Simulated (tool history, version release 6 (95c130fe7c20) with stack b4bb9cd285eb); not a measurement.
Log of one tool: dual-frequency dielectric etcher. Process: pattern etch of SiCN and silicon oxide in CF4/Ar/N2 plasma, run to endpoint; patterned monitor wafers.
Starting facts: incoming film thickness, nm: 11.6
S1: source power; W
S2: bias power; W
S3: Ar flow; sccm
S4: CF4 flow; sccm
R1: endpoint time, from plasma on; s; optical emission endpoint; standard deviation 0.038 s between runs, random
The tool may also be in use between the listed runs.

run	hour	S1	S2	S3	S4	R1
1	0.0	560	88	94	53	11.878
2	7.7	580	88	94	53	11.395
3	9.6	580	80	94	53	11.664
4	17.0	580	80	85	53	11.394
5	18.0	590	80	85	53	11.140
6	24.3	600	80	85	53	11.039

Run 7 is up next; what results do you expect?
7	29.3	610	80	85	53	?

{"run 7": {"R1": 10.844}}

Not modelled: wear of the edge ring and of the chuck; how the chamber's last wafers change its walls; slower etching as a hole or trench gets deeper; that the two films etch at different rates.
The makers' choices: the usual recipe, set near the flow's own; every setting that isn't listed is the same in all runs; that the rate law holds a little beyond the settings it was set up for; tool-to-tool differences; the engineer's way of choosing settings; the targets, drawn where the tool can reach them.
